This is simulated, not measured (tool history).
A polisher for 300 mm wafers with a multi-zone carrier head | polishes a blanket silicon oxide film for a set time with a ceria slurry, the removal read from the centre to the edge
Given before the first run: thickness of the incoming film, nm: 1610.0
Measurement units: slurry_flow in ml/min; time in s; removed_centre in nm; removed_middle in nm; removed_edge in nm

| run | hour | slurry_flow | centre_zone | middle_zone | edge_zone | time | removed_centre | removed_middle | removed_edge |
|---|---|---|---|---|---|---|---|---|---|
| 1 | 0 | 125 | 1 | 1 | 1 | 76 | 369.89 | 351.68 | 364.44 |
| 2 | 1.2 | 125 | 1 | 0.94 | 1 | 76 | 371.93 | 331.82 | 363.02 |
| 3 | 3.8 | 125 | 0.96 | 0.94 | 1 | 76 | 364.43 | 337.6 | 359.21 |
| 4 | 7.9 | 115 | 0.95 | 0.92 | 0.98 | 73 | 336.63 | 311.07 | 335.66 |
|  | 16.4 | centre zone pressure recalibrated |
| 5 | 16.4 | 115 | 0.95 | 0.92 | 0.98 | 91 | 390.76 | 385.25 | 423.19 |
| 6 | 20.3 | 115 | 0.99 | 0.92 | 0.98 | 91 | 405.22 | 383.09 | 417.12 |
| 7 | 23.8 | 90 | 1 | 0.85 | 0.88 | 69 | 282.38 | 257.12 | 290.73 |

Forecast run 8:
| 8 | 30.8 | 90 | 1 | 0.85 | 0.88 | 69 | ? | ? | ? |

removed_centre: 279.96 nm
removed_middle: 256.51 nm
removed_edge: 287.19 nm
